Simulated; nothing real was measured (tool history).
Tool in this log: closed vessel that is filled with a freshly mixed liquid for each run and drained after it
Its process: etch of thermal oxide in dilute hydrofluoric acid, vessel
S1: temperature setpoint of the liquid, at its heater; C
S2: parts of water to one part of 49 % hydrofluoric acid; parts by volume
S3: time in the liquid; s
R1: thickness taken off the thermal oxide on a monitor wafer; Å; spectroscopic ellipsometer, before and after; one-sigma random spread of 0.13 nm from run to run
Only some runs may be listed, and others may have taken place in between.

Run 1, day 0: S1 21 C, S2 150 parts by volume, S3 290 s. Result: R1 82.195 Å.
Run 2, day 0.362: S1 23.5 C, S2 125 parts by volume, S3 290 s. Result: R1 109.46 Å.
Run 3, day 0.617: S1 23.5 C, S2 160 parts by volume, S3 290 s. Result: R1 82.659 Å.
Run 4, day 0.883: S1 23.5 C, S2 160 parts by volume, S3 290 s. Result: R1 82.96 Å.
Run 5, day 1: S1 20.5 C, S2 160 parts by volume, S3 290 s. Result: R1 75.072 Å.
Run 6, day 1.154: S1 20.5 C, S2 160 parts by volume, S3 290 s. Result: R1 73.658 Å.
Run 7, day 1.367: S1 23.5 C, S2 135 parts by volume, S3 290 s. Result: R1 100.21 Å.
At day 1.6: hydrofluoric acid flow meter replaced.
Run 8, day 1.6: S1 25 C, S2 115 parts by volume, S3 290 s. Result: R1 121.57 Å.

Run 9, settings as shown, results not yet in. Your forecast:
Run 9, day 1.975: S1 29 C, S2 65 parts by volume, S3 290 s. Result: R1 ?.

R1: 267.42 Å
